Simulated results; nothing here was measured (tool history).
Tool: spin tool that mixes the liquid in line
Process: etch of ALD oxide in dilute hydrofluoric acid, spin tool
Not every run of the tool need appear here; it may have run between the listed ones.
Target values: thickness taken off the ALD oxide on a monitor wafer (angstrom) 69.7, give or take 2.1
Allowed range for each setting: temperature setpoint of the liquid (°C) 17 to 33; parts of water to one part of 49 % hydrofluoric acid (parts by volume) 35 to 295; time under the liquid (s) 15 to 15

| run | hour | temperature setpoint of the liquid (°C) | parts of water to one part of 49 % hydrofluoric acid (parts by volume) | time under the liquid (s) | thickness taken off the ALD oxide on a monitor wafer (angstrom) |
|---|---|---|---|---|---|
| 1 | 0 | 25 | 165 | 15 | 26.299 |
| 2 | 1.7 | 25 | 215 | 15 | 19.123 |
| 3 | 5.9 | 26 | 190 | 15 | 23.158 |
| 4 | 8.2 | 27 | 170 | 15 | 26.857 |
| 5 | 12.9 | 28 | 150 | 15 | 32.677 |
| 6 | 13.4 | 31.5 | 150 | 15 | 36.704 |
| 7 | 21.6 | 31.5 | 140 | 15 | 40.223 |
| 8 | 30.2 | 33 | 75 | 15 | 87.407 |

Which of these 5 next moves meets every target?
| A | 38.8 | 32.5 | 95 | 15 | ? |
| B | 38.8 | 32.5 | 65 | 15 | ? |
| C | 38.8 | 33 | 55 | 15 | ? |
| D | 38.8 | 32 | 90 | 15 | ? |
| E | 38.8 | 32.5 | 85 | 15 | ? |

| move | thickness taken off the ALD oxide on a monitor wafer (angstrom) |
|---|---|
| A | 65.601 |
| B | 100.44 |
| C | 122.95 |
| D | 68.492 |
| E | 74.444 |
A: takes the result that was furthest off past its target
B: lands further from the targets than the last run did
C: lands further from the targets than the last run did
D: in spec on every target
E: moves toward the targets from the last run without getting all of them in spec
Answer: D
